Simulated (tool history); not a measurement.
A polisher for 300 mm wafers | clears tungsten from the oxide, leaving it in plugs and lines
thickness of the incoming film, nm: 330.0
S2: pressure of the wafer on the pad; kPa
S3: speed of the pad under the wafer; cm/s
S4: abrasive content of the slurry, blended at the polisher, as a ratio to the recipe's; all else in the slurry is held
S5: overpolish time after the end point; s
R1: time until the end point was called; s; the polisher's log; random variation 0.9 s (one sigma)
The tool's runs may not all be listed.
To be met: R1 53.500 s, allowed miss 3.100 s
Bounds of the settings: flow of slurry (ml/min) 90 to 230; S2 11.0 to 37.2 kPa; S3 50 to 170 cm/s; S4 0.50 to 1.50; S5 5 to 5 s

run 1 hour=0.0 | flow_of_slurry_(ml/min)=150 S2=24.1 S3=110 S4=1.00 S5=5 | R1=76.847
run 2 hour=9.0 | flow_of_slurry_(ml/min)=150 S2=25.5 S3=110 S4=1.00 S5=5 | R1=72.732
run 3 hour=9.6 | flow_of_slurry_(ml/min)=150 S2=26.9 S3=110 S4=1.00 S5=5 | R1=69.143
run 4 hour=13.6 | flow_of_slurry_(ml/min)=150 S2=27.6 S3=110 S4=1.00 S5=5 | R1=68.101
run 5 hour=21.8 | flow_of_slurry_(ml/min)=150 S2=28.3 S3=110 S4=1.00 S5=5 | R1=63.570
run 6 hour=29.4 | flow_of_slurry_(ml/min)=150 S2=29.0 S3=110 S4=1.00 S5=5 | R1=65.106
run 7 hour=37.3 | flow_of_slurry_(ml/min)=150 S2=29.6 S3=110 S4=1.00 S5=5 | R1=63.057
run 8 hour=38.3 | flow_of_slurry_(ml/min)=150 S2=30.3 S3=110 S4=1.00 S5=5 | R1=61.235
run 9 hour=46.0 | flow_of_slurry_(ml/min)=150 S2=31.0 S3=110 S4=1.00 S5=5 | R1=58.353
run 10 hour=49.7 | flow_of_slurry_(ml/min)=150 S2=32.4 S3=110 S4=1.00 S5=5 | R1=57.411

4 next moves are on the table. One of them brings every result within its allowed miss. Which?
run A hour=53.4 | flow_of_slurry_(ml/min)=140 S2=29.6 S3=116 S4=1.05 S5=5 | R1=?
run B hour=53.4 | flow_of_slurry_(ml/min)=160 S2=31.7 S3=104 S4=1.00 S5=5 | R1=?
run C hour=53.4 | flow_of_slurry_(ml/min)=150 S2=33.8 S3=118 S4=0.95 S5=5 | R1=?
run D hour=53.4 | flow_of_slurry_(ml/min)=155 S2=31.0 S3=110 S4=1.05 S5=5 | R1=?

move=A R1=59.053
move=B R1=59.731
move=C R1=52.000
move=D R1=58.161
A: further off than the last run
B: further off than the last run
C: meets every target
D: further off than the last run
Answer: C

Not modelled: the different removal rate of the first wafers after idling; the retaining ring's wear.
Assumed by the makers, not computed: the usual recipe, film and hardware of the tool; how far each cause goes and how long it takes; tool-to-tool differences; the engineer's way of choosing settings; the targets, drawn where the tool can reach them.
